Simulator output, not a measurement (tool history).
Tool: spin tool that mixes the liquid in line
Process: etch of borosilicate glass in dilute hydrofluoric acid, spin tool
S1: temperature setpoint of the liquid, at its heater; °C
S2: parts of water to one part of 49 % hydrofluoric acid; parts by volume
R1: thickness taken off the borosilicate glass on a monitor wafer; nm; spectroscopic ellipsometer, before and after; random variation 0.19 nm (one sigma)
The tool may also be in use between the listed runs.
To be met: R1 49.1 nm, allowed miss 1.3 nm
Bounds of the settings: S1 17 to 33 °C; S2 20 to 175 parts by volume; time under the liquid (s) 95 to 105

run 1 hour=0 | S1=25 S2=95 time_under_the_liquid_(s)=95 | R1=32.871
run 2 hour=1.5 | S1=27 S2=90 time_under_the_liquid_(s)=95 | R1=37.524
run 3 hour=6.6 | S1=27 S2=55 time_under_the_liquid_(s)=95 | R1=64.548
run 4 hour=11.3 | S1=29.5 S2=55 time_under_the_liquid_(s)=95 | R1=71.843
run 5 hour=19.4 | S1=28 S2=55 time_under_the_liquid_(s)=95 | R1=67.735
run 6 hour=20.4 | S1=28 S2=55 time_under_the_liquid_(s)=105 | R1=74.075
run 7 hour=28.2 | S1=25.5 S2=55 time_under_the_liquid_(s)=105 | R1=67.433
run 8 hour=36.2 | S1=21.5 S2=60 time_under_the_liquid_(s)=105 | R1=52.553
run 9 hour=40.3 | S1=21 S2=60 time_under_the_liquid_(s)=105 | R1=51.159

4 next moves are on the table. One of them brings every result within its allowed miss. Which?
run A hour=44.4 | S1=21.5 S2=60 time_under_the_liquid_(s)=105 | R1=?
run B hour=44.4 | S1=20.5 S2=65 time_under_the_liquid_(s)=105 | R1=?
run C hour=44.4 | S1=23.5 S2=65 time_under_the_liquid_(s)=100 | R1=?
run D hour=44.4 | S1=18 S2=55 time_under_the_liquid_(s)=100 | R1=?

move=A R1=52.332
move=B R1=46.051
move=C R1=49.65
move=D R1=47.161
A: further off than the last run
B: takes the result that was furthest off past its target
C: meets every target
D: takes the result that was furthest off past its target
The right move is C.

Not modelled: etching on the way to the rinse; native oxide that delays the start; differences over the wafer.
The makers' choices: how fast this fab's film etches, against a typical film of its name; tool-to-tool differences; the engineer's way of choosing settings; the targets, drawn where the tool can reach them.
